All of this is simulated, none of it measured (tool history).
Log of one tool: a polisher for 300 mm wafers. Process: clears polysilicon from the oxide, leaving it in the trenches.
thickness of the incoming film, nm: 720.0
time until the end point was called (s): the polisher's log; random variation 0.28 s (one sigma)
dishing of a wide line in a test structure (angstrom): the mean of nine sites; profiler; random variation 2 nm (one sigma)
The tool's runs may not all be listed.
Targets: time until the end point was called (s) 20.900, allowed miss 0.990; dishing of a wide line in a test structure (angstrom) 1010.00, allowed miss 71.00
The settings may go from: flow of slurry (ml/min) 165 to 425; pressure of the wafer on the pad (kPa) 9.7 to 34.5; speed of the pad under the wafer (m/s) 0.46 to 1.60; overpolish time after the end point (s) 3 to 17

run  hour  flow of slurry (ml/min)  pressure of the wafer on the pad (kPa)  speed of the pad under the wafer (m/s)  overpolish time after the end point (s)  time until the end point was called (s)  dishing of a wide line in a test structure (angstrom)
  1   0.0                      275                                    22.1                                    1.02                                        9                                   34.993                                                 840.23
  2   5.8                      275                                    26.2                                    1.02                                        9                                   29.946                                                 899.57
  3  12.5                      275                                    26.2                                    0.84                                        9                                   36.725                                                 827.02
  4  18.6                      275                                    26.2                                    0.84                                       10                                   36.733                                                 878.54
  5  27.5                      275                                    27.6                                    0.86                                       10                                   34.016                                                 860.63
  6  34.7                      275                                    28.3                                    0.88                                       10                                   32.412                                                 860.82
  7  36.8                      275                                    29.0                                    0.90                                       10                                   30.836                                                 907.97
  8  43.6                      275                                    29.6                                    0.92                                       10                                   29.405                                                 894.62
  9  46.8                      275                                    30.3                                    0.94                                       10                                   27.657                                                 920.12
     51.0  -- slurry nozzle cleaned
 10  51.0                      280                                    34.5                                    1.04                                       10                                   21.785                                                1006.10

5 next moves are on the table. One of them brings every result within its allowed miss. Which?
  A  55.2                      335                                    33.1                                    1.00                                        9                                        ?                                                      ?
  B  55.2                      385                                    34.5                                    0.96                                       13                                        ?                                                      ?
  C  55.2                      325                                    34.5                                    1.08                                       11                                        ?                                                      ?
  D  55.2                      290                                    32.4                                    1.02                                       16                                        ?                                                      ?
  E  55.2                      230                                    34.5                                    0.96                                        9                                        ?                                                      ?

move  time until the end point was called (s)  dishing of a wide line in a test structure (angstrom)
   A                                   23.127                                                 971.60
   B                                   22.918                                                1027.20
   C                                   20.704                                                1020.50
   D                                   23.421                                                1040.40
   E                                   23.974                                                 963.96
A: further off than the last run
B: further off than the last run
C: meets every target
D: further off than the last run
E: further off than the last run
Move C is the one to make.

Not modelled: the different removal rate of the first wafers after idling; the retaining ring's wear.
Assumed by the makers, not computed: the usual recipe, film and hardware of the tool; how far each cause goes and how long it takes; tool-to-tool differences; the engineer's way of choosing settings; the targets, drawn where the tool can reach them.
